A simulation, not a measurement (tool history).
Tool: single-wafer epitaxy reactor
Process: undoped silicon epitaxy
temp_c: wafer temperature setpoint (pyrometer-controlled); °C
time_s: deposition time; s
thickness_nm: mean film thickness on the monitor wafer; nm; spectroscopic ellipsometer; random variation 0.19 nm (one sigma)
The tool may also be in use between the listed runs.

run,day,temp_c,time_s,thickness_nm
1,0,630,278,32.222
2,0.346,634,279,35.427
3,0.592,637,279,37.718
4,0.729,639,279,39.566
5,0.817,640,279,40.345
6,1.125,633,279,34.293
7,1.25,636,279,36.836
8,1.512,638,279,38.625

Run 9 has not been measured yet. What should we expect?
9,1.833,640,279,?

thickness_nm: 40.221 nm
